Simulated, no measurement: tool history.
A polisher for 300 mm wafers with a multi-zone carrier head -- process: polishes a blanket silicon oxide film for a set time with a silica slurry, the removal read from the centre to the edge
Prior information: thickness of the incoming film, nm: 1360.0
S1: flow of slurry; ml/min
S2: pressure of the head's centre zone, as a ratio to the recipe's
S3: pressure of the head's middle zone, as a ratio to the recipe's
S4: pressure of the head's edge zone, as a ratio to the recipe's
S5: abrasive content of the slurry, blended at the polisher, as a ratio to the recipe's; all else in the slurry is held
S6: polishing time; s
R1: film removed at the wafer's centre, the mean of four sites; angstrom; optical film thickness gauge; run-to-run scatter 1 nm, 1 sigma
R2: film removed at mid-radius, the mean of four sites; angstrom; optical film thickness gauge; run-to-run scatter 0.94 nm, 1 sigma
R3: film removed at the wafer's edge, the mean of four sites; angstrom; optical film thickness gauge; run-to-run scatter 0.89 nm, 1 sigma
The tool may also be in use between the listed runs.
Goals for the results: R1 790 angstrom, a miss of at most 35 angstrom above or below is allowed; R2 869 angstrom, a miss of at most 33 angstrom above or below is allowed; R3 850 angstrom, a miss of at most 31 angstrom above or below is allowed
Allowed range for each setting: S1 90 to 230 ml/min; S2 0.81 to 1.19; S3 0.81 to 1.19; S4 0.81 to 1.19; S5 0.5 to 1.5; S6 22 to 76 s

Run 1, hour 0: S1 150 ml/min, S2 1, S3 1, S4 1, S5 1, S6 49 s. Result: R1 1331.7 angstrom, R2 1339.7 angstrom, R3 1396.1 angstrom.
Run 2, hour 7.6: S1 170 ml/min, S2 1, S3 1, S4 1, S5 1, S6 49 s. Result: R1 1415.1 angstrom, R2 1356.5 angstrom, R3 1414.5 angstrom.
Run 3, hour 16.3: S1 170 ml/min, S2 0.95, S3 1, S4 1, S5 1, S6 49 s. Result: R1 1354.6 angstrom, R2 1375.7 angstrom, R3 1384.4 angstrom.
Run 4, hour 20.5: S1 165 ml/min, S2 0.93, S3 0.98, S4 0.98, S5 0.9, S6 48 s. Result: R1 1206.3 angstrom, R2 1271.6 angstrom, R3 1268.1 angstrom.
Run 5, hour 25.7: S1 165 ml/min, S2 0.99, S3 0.98, S4 0.98, S5 0.9, S6 48 s. Result: R1 1271.2 angstrom, R2 1255.5 angstrom, R3 1271.5 angstrom.
At hour 28.8: worn pad replaced by a new one.
Run 6, hour 28.8: S1 160 ml/min, S2 0.98, S3 0.96, S4 0.97, S5 0.85, S6 47 s. Result: R1 1302.4 angstrom, R2 1253.5 angstrom, R3 1295.6 angstrom.
Run 7, hour 37.6: S1 155 ml/min, S2 0.98, S3 0.98, S4 0.98, S5 0.8, S6 44 s. Result: R1 1173.9 angstrom, R2 1161 angstrom, R3 1170 angstrom.
Run 8, hour 43.6: S1 150 ml/min, S2 0.96, S3 0.97, S4 0.98, S5 0.75, S6 42 s. Result: R1 1017 angstrom, R2 1043.6 angstrom, R3 1070.8 angstrom.
Run 9, hour 49: S1 150 ml/min, S2 0.95, S3 0.96, S4 0.97, S5 0.7, S6 41 s. Result: R1 948.71 angstrom, R2 971.1 angstrom, R3 996.52 angstrom.
Run 10, hour 57.5: S1 115 ml/min, S2 0.85, S3 0.93, S4 0.87, S5 0.65, S6 41 s. Result: R1 758.05 angstrom, R2 825.89 angstrom, R3 867.03 angstrom.

Exactly one of the 4 candidate moves below puts every result within its allowed miss. Which one?
Run A, hour 66: S1 115 ml/min, S2 0.87, S3 0.91, S4 0.81, S5 0.9, S6 38 s. Result: R1 ?, R2 ?, R3 ?.
Run B, hour 66: S1 130 ml/min, S2 0.88, S3 0.89, S4 0.93, S5 0.6, S6 44 s. Result: R1 ?, R2 ?, R3 ?.
Run C, hour 66: S1 140 ml/min, S2 0.86, S3 0.94, S4 0.81, S5 0.65, S6 40 s. Result: R1 ?, R2 ?, R3 ?.
Run D, hour 66: S1 145 ml/min, S2 0.86, S3 0.82, S4 0.81, S5 0.5, S6 54 s. Result: R1 ?, R2 ?, R3 ?.

move      R1      R2      R3
   A  891.89  944.71  938.57
   B     839  858.48  915.94
   C  804.81  879.91   837.8
   D  898.84  877.72  934.96
A: takes the biggest miss from the last run beyond its target
B: brings the result that was furthest off to its target, and leaves another outside
C: all results in spec
D: brings the result that was furthest off to its target, and leaves another outside
Move C is the one to make.
